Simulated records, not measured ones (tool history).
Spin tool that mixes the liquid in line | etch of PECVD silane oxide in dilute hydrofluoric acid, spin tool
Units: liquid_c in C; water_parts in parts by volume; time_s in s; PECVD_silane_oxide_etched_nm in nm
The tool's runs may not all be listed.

run,hour,liquid_c,water_parts,time_s,PECVD_silane_oxide_etched_nm
1,0.0,21.0,205,110,15.691
2,1.4,22.5,190,110,18.061
3,4.5,24.0,180,110,20.813
4,6.0,25.0,175,110,21.847
5,12.9,26.0,170,110,23.377
6,17.9,27.5,170,110,25.052
7,26.0,28.0,165,110,26.710
8,29.9,28.5,160,110,27.495

Run 9 comes next. What will it give?
9,32.2,29.0,150,110,?

PECVD_silane_oxide_etched_nm: 30.661 nm
